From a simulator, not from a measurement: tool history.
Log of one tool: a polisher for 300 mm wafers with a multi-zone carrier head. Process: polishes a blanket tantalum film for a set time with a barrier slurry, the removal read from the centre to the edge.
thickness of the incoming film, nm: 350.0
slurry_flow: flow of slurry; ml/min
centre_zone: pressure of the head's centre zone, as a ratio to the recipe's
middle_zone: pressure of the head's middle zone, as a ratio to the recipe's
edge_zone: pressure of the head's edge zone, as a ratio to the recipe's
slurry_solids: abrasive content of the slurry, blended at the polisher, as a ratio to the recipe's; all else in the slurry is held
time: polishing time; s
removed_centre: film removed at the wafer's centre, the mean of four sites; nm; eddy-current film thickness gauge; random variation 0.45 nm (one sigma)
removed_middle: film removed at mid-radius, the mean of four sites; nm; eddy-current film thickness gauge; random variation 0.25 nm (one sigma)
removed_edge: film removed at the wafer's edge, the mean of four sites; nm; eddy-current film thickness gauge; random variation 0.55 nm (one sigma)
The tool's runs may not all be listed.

run	hour	slurry_flow	centre_zone	middle_zone	edge_zone	slurry_solids	time	removed_centre	removed_middle	removed_edge
1	0	235	1	1	1	1	52	39.541	41.249	41.013
2	6.1	230	1.01	0.98	1	0.95	52	39.604	39.243	38.259
3	13.8	230	1.07	0.98	1	0.95	52	41.946	39.119	38.929
4	21.4	230	1.07	0.98	1	0.75	52	36.876	34.149	34.664
5	30.1	230	1.07	0.97	1.02	0.75	52	36.714	34.195	34.968
6	38.9	230	1.14	0.97	1.02	0.75	52	39.016	34.109	34.4
7	43.9	225	1.14	0.95	1.03	0.75	52	38.721	33.575	34.106
8	51.3	230	1.14	0.93	1.05	0.75	52	38.886	33.032	34.82
9	52.4	230	1.14	0.92	1.06	0.75	52	39.648	32.771	35.513

Forecast run 10:
10	57.9	230	1.14	0.91	1.06	0.75	52	?	?	?

{"run 10": {"removed_centre": 39.601, "removed_middle": 32.139, "removed_edge": 35.344}}

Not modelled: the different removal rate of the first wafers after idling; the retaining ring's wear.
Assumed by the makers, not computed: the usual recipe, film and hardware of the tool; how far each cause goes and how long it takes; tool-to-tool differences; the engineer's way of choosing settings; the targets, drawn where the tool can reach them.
